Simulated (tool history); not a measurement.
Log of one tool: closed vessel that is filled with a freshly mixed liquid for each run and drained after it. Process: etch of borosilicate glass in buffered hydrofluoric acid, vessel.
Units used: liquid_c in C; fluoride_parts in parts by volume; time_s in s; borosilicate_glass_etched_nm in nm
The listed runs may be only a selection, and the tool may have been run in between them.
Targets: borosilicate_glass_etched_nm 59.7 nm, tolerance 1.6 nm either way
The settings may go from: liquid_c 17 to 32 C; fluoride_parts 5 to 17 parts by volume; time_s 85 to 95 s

Run 1, hour 0: liquid_c 24 C, fluoride_parts 10.5 parts by volume, time_s 85 s. Result: borosilicate_glass_etched_nm 106.98 nm.
Run 2, hour 1.8: liquid_c 23 C, fluoride_parts 11 parts by volume, time_s 85 s. Result: borosilicate_glass_etched_nm 96.528 nm.
Run 3, hour 9.5: liquid_c 23 C, fluoride_parts 11 parts by volume, time_s 95 s. Result: borosilicate_glass_etched_nm 105.77 nm.
Run 4, hour 18.3: liquid_c 23 C, fluoride_parts 11 parts by volume, time_s 95 s. Result: borosilicate_glass_etched_nm 105.88 nm.
Run 5, hour 26: liquid_c 23 C, fluoride_parts 12.5 parts by volume, time_s 95 s. Result: borosilicate_glass_etched_nm 94.515 nm.
Run 6, hour 32: liquid_c 23 C, fluoride_parts 12.5 parts by volume, time_s 85 s. Result: borosilicate_glass_etched_nm 83.679 nm.
Run 7, hour 33.8: liquid_c 22 C, fluoride_parts 12.5 parts by volume, time_s 85 s. Result: borosilicate_glass_etched_nm 80.55 nm.
Run 8, hour 37.8: liquid_c 21.5 C, fluoride_parts 12.5 parts by volume, time_s 85 s. Result: borosilicate_glass_etched_nm 77.341 nm.
Run 9, hour 43.1: liquid_c 21 C, fluoride_parts 12.5 parts by volume, time_s 85 s. Result: borosilicate_glass_etched_nm 76.063 nm.

Below are 5 possible settings for the next run. Only one of them brings all results inside the allowed miss of their targets. Which is it?
Run A, hour 48.4: liquid_c 19 C, fluoride_parts 13.5 parts by volume, time_s 85 s. Result: borosilicate_glass_etched_nm ?.
Run B, hour 48.4: liquid_c 21.5 C, fluoride_parts 15.5 parts by volume, time_s 85 s. Result: borosilicate_glass_etched_nm ?.
Run C, hour 48.4: liquid_c 17.5 C, fluoride_parts 13 parts by volume, time_s 85 s. Result: borosilicate_glass_etched_nm ?.
Run D, hour 48.4: liquid_c 21 C, fluoride_parts 10.5 parts by volume, time_s 95 s. Result: borosilicate_glass_etched_nm ?.
Run E, hour 48.4: liquid_c 19.5 C, fluoride_parts 13.5 parts by volume, time_s 85 s. Result: borosilicate_glass_etched_nm ?.

move  borosilicate_glass_etched_nm
   A                         62.96
   B                         62.97
   C                        60.143
   D                         100.7
   E                         64.72
A: moves toward the targets from the last run without getting all of them in spec
B: moves toward the targets from the last run without getting all of them in spec
C: hits every target within its allowed miss
D: its largest miss is bigger than the last run's
E: moves toward the targets from the last run without getting all of them in spec
The move that meets every target is C.
